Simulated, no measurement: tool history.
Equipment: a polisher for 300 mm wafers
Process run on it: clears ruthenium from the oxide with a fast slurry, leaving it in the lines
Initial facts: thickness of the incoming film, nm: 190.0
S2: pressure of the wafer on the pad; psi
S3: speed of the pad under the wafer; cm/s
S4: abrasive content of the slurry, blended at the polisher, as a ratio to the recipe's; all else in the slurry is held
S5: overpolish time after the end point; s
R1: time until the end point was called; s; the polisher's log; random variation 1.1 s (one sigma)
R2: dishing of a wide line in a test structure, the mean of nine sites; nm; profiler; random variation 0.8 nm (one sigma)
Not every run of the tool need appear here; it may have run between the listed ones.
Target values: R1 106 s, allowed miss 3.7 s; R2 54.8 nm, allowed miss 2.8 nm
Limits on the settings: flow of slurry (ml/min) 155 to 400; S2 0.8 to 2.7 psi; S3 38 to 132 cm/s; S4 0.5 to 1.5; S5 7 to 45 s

run 1 hour=0 | flow_of_slurry_(ml/min)=255 S2=1.7 S3=84 S4=1 S5=23 | R1=82.373 R2=41.765
run 2 hour=5.7 | flow_of_slurry_(ml/min)=255 S2=1.7 S3=72 S4=1 S5=23 | R1=93.831 R2=37.916
run 3 hour=10.9 | flow_of_slurry_(ml/min)=255 S2=1.7 S3=72 S4=1 S5=25 | R1=93.636 R2=40.925
run 4 hour=19.4 | flow_of_slurry_(ml/min)=255 S2=1.7 S3=72 S4=1.1 S5=25 | R1=88.837 R2=42.956
run 5 hour=22.5 | flow_of_slurry_(ml/min)=255 S2=1.6 S3=72 S4=1.1 S5=27 | R1=94.541 R2=42.022
run 6 hour=27.1 | flow_of_slurry_(ml/min)=255 S2=1.6 S3=72 S4=1.1 S5=29 | R1=96.226 R2=45.287
run 7 hour=30.8 | flow_of_slurry_(ml/min)=255 S2=1.6 S3=72 S4=1.1 S5=30 | R1=95.555 R2=46.664
run 8 hour=37.4 | flow_of_slurry_(ml/min)=255 S2=1.6 S3=72 S4=1.1 S5=31 | R1=94.946 R2=47.475
run 9 hour=39.6 | flow_of_slurry_(ml/min)=255 S2=1.6 S3=72 S4=1.1 S5=33 | R1=94.735 R2=50.436
run 10 hour=46.2 | flow_of_slurry_(ml/min)=255 S2=1.6 S3=72 S4=1.1 S5=34 | R1=94.363 R2=52.268
run 11 hour=48.4 | flow_of_slurry_(ml/min)=245 S2=1.4 S3=72 S4=1.1 S5=39 | R1=107.48 R2=51.745

4 candidate next runs follow, results not yet known. Just one meets every target within its allowed miss. Identify it.
run A hour=50.6 | flow_of_slurry_(ml/min)=215 S2=1.4 S3=72 S4=1.2 S5=34 | R1=? R2=?
run B hour=50.6 | flow_of_slurry_(ml/min)=245 S2=1.3 S3=84 S4=1 S5=30 | R1=? R2=?
run C hour=50.6 | flow_of_slurry_(ml/min)=205 S2=1 S3=92 S4=1.45 S5=33 | R1=? R2=?
run D hour=50.6 | flow_of_slurry_(ml/min)=265 S2=1.4 S3=72 S4=1.15 S5=41 | R1=? R2=?

move=A R1=106.35 R2=46.887
move=B R1=107.1 R2=41.951
move=C R1=109.32 R2=44.691
move=D R1=106.14 R2=54.709
A: moves away from the targets compared with the last run
B: moves away from the targets compared with the last run
C: moves away from the targets compared with the last run
D: in spec on every target
Correct choice: D, which meets every target

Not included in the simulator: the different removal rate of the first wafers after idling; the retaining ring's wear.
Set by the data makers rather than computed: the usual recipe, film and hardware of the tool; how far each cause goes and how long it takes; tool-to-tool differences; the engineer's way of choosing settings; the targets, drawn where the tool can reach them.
